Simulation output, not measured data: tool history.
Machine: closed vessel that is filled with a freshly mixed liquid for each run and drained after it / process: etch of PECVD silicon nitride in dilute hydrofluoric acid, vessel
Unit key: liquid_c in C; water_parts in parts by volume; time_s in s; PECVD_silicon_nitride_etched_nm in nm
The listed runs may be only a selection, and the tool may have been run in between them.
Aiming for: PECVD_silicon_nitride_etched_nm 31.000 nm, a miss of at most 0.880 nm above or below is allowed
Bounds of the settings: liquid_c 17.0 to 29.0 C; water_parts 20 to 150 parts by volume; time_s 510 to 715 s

run,day,liquid_c,water_parts,time_s,PECVD_silicon_nitride_etched_nm
1,0.000,21.0,85,715,17.399
2,0.025,23.0,85,715,20.452
3,0.392,23.5,85,715,21.319
4,0.567,24.0,85,715,21.625
5,0.812,24.0,85,510,15.447
6,1.083,24.5,80,510,16.972
7,1.221,25.0,75,525,19.234
8,1.346,25.5,70,525,21.143
9,1.683,26.0,65,525,23.913
10,1.846,26.5,65,525,24.459
11,2.042,29.0,55,530,34.730

Which one of the following 4 next-run settings gets every result inside its allowed miss? There is exactly one.
A,2.238,27.5,50,585,?
B,2.238,28.5,65,590,?
C,2.238,28.5,70,565,?
D,2.238,27.5,60,630,?

move,PECVD_silicon_nitride_etched_nm
A,38.236
B,31.757
C,28.254
D,34.397
A: lands further from the targets than the last run did
B: all results land within tolerance of their targets
C: the result that was furthest off in the last run now lies on the other side of its target
D: an improvement on the last run, though not all results are within tolerance
The right move is B.
